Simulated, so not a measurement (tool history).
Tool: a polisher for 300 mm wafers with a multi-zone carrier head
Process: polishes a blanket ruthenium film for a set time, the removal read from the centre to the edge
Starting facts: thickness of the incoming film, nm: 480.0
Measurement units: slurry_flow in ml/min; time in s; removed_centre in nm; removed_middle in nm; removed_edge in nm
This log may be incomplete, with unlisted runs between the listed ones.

run  hour  slurry_flow  centre_zone  middle_zone  edge_zone  time  removed_centre  removed_middle  removed_edge
  1     0          265            1            1          1    65           35.45          35.134        35.837
  2   3.5          200            1            1          1    65          34.696           34.58        36.235
  3   7.5          200            1            1       1.04    65          35.034          34.879        35.896
  4  13.4          200            1            1       0.97    65          35.243          33.761        35.064
  5  20.6          195         0.99         0.99          1    69          36.111          36.608        37.682
  6  28.5          190         0.99         0.96       1.03    73          38.565          37.719        39.987

Expected results for the next run?
  7  34.8          185         0.97         0.94       1.06    76               ?               ?             ?

{"run 7": {"removed_centre": 39.021, "removed_middle": 38.848, "removed_edge": 42.476}}
